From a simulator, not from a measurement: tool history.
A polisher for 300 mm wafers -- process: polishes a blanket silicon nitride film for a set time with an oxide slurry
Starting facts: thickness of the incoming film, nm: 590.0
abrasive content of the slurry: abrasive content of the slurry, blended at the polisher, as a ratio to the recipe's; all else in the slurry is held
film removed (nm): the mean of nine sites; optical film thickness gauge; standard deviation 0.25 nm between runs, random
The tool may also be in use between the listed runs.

run  hour  flow of slurry (ml/min)  pressure of the wafer on the pad (psi)  speed of the pad under the wafer (m/s)  abrasive content of the slurry  polishing time (s)  film removed (nm)
  1     0                      200                                     4.8                                    1.42                               1                  48             60.459
  2   5.3                      200                                     3.9                                    1.42                               1                  48             49.311
  3   6.4                      200                                     3.8                                    1.42                               1                  48             47.505
  4  11.4                      200                                     3.8                                    1.42                             1.2                  48             52.325
  5  19.3                      200                                     3.8                                     1.7                             1.2                  48             61.359
  6  23.8                      200                                     3.6                                    1.68                             1.2                  48             57.498
  7  32.7                      200                                     3.4                                    1.66                             1.2                  48             53.516
  8  40.5                      200                                     3.2                                    1.66                             1.2                  48             50.865
  9  43.4                      200                                     3.1                                    1.66                             1.2                  48             49.034
 10  46.9                      200                                       3                                    1.66                             1.2                  48             47.406
 11  55.4                      200                                     2.9                                    1.66                             1.2                  48             46.057
 12  59.9                      180                                     2.2                                    1.62                             1.2                  48             34.295

Run 13 is up next; what results do you expect?
 13  65.7                      235                                     2.3                                    1.62                             1.2                  48                  ?

{"run 13": {"film removed (nm)": 37.012}}

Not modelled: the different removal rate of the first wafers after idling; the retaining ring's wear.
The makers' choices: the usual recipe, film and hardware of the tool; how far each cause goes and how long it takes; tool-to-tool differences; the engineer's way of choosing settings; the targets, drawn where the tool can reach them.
